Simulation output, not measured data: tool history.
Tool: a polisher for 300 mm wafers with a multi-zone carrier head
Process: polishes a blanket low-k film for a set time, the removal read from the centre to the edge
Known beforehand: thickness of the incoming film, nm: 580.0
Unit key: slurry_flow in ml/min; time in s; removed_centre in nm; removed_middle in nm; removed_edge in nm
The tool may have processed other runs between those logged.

run,day,slurry_flow,centre_zone,middle_zone,edge_zone,slurry_solids,time,removed_centre,removed_middle,removed_edge
1,0.000,225,1.00,1.00,1.00,1.00,60,19.938,21.898,22.808
2,0.217,240,1.05,0.97,1.06,1.15,61,23.001,23.281,25.818
3,0.475,255,1.09,0.95,1.10,1.25,62,25.615,24.306,27.585
4,0.842,255,1.09,0.95,1.03,1.25,62,25.350,24.179,26.970
5,1.071,260,1.11,0.93,1.07,1.35,64,27.470,25.459,29.509
6,1.196,260,1.07,0.93,1.07,1.35,64,26.287,25.463,29.485
7,1.567,265,1.10,0.92,1.10,1.40,65,27.953,26.156,30.646
8,1.825,270,1.12,0.91,1.12,1.45,66,29.479,26.615,31.615
9,1.925,270,1.13,0.90,1.13,1.45,67,30.100,27.039,32.377
10,2.188,275,1.14,0.89,1.15,1.45,68,31.058,26.895,33.439
11,2.238,275,1.14,0.89,1.15,1.45,68,31.466,27.033,33.469

Expected results for the next run?
12,2.454,325,1.17,0.89,1.19,1.45,68,?,?,?

removed_centre: 32.201 nm
removed_middle: 27.454 nm
removed_edge: 33.925 nm
